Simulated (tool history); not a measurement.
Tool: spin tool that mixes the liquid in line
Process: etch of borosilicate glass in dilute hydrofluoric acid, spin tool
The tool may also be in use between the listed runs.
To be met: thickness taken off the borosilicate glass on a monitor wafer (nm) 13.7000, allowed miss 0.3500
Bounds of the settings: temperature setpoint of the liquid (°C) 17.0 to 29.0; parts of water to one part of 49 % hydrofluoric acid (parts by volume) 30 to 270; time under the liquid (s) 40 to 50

| run | hour | temperature setpoint of the liquid (°C) | parts of water to one part of 49 % hydrofluoric acid (parts by volume) | time under the liquid (s) | thickness taken off the borosilicate glass on a monitor wafer (nm) |
|---|---|---|---|---|---|
| 1 | 0.0 | 21.0 | 150 | 50 | 9.1681 |
| 2 | 1.7 | 21.0 | 150 | 50 | 9.2442 |
| 3 | 4.0 | 21.0 | 150 | 40 | 7.3056 |
| 4 | 12.7 | 21.0 | 150 | 50 | 9.0432 |
| 5 | 13.9 | 21.0 | 195 | 50 | 6.7258 |
| 6 | 18.7 | 23.0 | 195 | 50 | 7.2184 |
| 7 | 27.0 | 24.0 | 180 | 50 | 8.2141 |
| 8 | 31.8 | 25.0 | 170 | 50 | 9.2513 |
| 9 | 32.7 | 26.0 | 165 | 50 | 9.9264 |
| 10 | 40.3 | 26.5 | 160 | 50 | 10.3730 |
| 11 | 44.6 | 27.0 | 155 | 50 | 11.0610 |

4 next moves are on the table. One of them brings every result within its allowed miss. Which?
| A | 48.9 | 27.0 | 130 | 50 | ? |
| B | 48.9 | 29.0 | 130 | 45 | ? |
| C | 48.9 | 27.0 | 125 | 50 | ? |
| D | 48.9 | 27.5 | 115 | 40 | ? |

| move | thickness taken off the borosilicate glass on a monitor wafer (nm) |
|---|---|
| A | 13.5320 |
| B | 13.1220 |
| C | 14.1630 |
| D | 12.7130 |
A: meets every target
B: nearer than the last run, and not there yet
C: takes the result that was furthest off past its target
D: nearer than the last run, and not there yet
The right move is A.
